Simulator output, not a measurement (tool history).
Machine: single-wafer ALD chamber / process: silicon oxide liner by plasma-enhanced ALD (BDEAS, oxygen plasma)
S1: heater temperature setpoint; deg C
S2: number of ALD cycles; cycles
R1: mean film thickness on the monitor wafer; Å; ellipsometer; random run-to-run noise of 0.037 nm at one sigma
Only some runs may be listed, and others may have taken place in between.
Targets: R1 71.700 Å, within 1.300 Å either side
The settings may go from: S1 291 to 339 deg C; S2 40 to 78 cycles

run,hour,S1,S2,R1
1,0.0,315,59,59.615
2,2.6,307,59,60.341
3,5.0,306,62,63.387
4,10.2,310,62,62.948
5,18.5,309,65,66.369
6,24.4,314,65,65.441
7,28.4,312,67,67.683
8,35.0,311,68,69.271

Exactly one of the 4 candidate moves below puts every result within its allowed miss. Which one?
A,41.6,318,71,?
B,41.6,306,68,?
C,41.6,316,66,?
D,41.6,310,65,?

move,R1
A,71.208
B,69.538
C,66.410
D,66.043
A: hits every target within its allowed miss
B: moves toward the targets from the last run without getting all of them in spec
C: misses by more than the last run did
D: misses by more than the last run did
Correct choice: A, which meets every target
